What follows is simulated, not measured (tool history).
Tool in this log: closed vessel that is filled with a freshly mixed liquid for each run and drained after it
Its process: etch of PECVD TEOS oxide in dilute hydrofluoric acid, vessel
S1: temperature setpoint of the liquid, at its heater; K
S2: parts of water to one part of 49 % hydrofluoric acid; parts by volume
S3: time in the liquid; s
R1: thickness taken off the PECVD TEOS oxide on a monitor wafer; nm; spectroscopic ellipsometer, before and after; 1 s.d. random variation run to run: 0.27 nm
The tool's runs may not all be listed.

run	hour	S1	S2	S3	R1
1	0.0	298.15	110	220	47.646
2	4.2	298.15	110	220	48.472
3	8.5	296.15	115	220	42.653
4	13.5	298.65	115	220	47.435
5	21.1	300.15	115	220	49.268
6	26.4	300.15	115	240	54.473
7	32.1	298.15	120	240	47.988
8	33.8	296.15	125	240	42.523
9	38.1	294.65	125	240	40.081
10	39.4	293.65	125	240	38.547
11	42.2	292.65	125	240	37.226
12	49.3	292.15	125	240	36.223

What does the tool deliver on the next run?
13	58.6	291.65	125	240	?

R1: 35.496 nm

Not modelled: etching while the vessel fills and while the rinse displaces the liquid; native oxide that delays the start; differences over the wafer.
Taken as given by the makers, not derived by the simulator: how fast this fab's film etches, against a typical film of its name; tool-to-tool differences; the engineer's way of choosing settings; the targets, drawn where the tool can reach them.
